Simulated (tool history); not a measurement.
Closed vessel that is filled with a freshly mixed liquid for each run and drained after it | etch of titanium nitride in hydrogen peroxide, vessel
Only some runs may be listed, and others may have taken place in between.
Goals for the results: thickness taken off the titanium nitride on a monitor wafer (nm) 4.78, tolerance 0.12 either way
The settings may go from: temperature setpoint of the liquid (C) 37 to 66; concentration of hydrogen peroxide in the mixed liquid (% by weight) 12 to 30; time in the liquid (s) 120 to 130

| run | hour | temperature setpoint of the liquid (C) | concentration of hydrogen peroxide in the mixed liquid (% by weight) | time in the liquid (s) | thickness taken off the titanium nitride on a monitor wafer (nm) |
|---|---|---|---|---|---|
| 1 | 0 | 53 | 23 | 120 | 6.2559 |
| 2 | 5.9 | 53 | 23 | 130 | 6.7051 |
| 3 | 13.9 | 53 | 23 | 120 | 6.1669 |
| 4 | 18.5 | 47 | 23 | 120 | 3.9566 |
| 5 | 20 | 47 | 23 | 120 | 3.9865 |
| 6 | 27.5 | 47.5 | 23 | 120 | 4.1996 |
| 7 | 35.7 | 48 | 23 | 120 | 4.3693 |
| 8 | 40.9 | 48.5 | 23 | 120 | 4.5181 |

5 candidate next runs follow, results not yet known. Just one meets every target within its allowed miss. Identify it.
| A | 46.1 | 48.5 | 20.5 | 120 | ? |
| B | 46.1 | 47.5 | 25 | 120 | ? |
| C | 46.1 | 48.5 | 26.5 | 125 | ? |
| D | 46.1 | 47 | 23 | 125 | ? |
| E | 46.1 | 47.5 | 23 | 130 | ? |

| move | thickness taken off the titanium nitride on a monitor wafer (nm) |
|---|---|
| A | 4.3646 |
| B | 4.2347 |
| C | 4.8067 |
| D | 4.1757 |
| E | 4.5052 |
A: its largest miss is bigger than the last run's
B: its largest miss is bigger than the last run's
C: meets every target
D: its largest miss is bigger than the last run's
E: just as far off the targets as the last run
Answer: C

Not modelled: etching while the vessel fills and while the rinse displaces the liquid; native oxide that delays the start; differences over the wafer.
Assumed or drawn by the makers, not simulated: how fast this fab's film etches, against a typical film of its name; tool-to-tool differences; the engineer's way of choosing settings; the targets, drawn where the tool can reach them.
